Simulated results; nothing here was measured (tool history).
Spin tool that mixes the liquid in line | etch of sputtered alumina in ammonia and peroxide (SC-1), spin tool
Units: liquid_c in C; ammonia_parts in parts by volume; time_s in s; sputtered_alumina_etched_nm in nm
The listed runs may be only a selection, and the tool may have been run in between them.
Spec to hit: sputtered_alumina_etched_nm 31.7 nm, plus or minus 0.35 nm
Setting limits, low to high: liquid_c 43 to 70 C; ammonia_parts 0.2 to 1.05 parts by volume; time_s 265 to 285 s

run    day  liquid_c  ammonia_parts  time_s  sputtered_alumina_etched_nm
  1      0        59           0.55     265                       28.975
  2  0.142        59           0.75     265                       29.748
  3  0.262      59.5           0.75     265                       30.627
  4  0.483        64           0.75     265                       38.457
  5  0.667        70           0.75     265                       51.597
  6  0.867        70           0.75     285                       55.315
  7  0.933        70           0.75     285                       55.378
  8  1.175        66           0.75     285                        45.57
  9  1.242      63.5           0.75     285                       40.302
 10  1.471        58           0.75     285                       30.295
 11  1.679      58.5           0.75     285                       31.123
 12  1.892      58.5           0.75     285                       31.217

Of the 4 settings listed for the next run, only one would bring every result within its allowed miss of target. Which one?
  A  2.104      58.5           0.75     280                            ?
  B  2.104        60            0.7     275                            ?
  C  2.104      59.5           0.85     280                            ?
  D  2.104        59            0.8     280                            ?

move  sputtered_alumina_etched_nm
   A                       30.645
   B                       32.307
   C                       32.653
   D                        31.64
A: lands further from the targets than the last run did
B: pushes the last run's worst result past its target
C: pushes the last run's worst result past its target
D: every result lands within tolerance
The right move is D.

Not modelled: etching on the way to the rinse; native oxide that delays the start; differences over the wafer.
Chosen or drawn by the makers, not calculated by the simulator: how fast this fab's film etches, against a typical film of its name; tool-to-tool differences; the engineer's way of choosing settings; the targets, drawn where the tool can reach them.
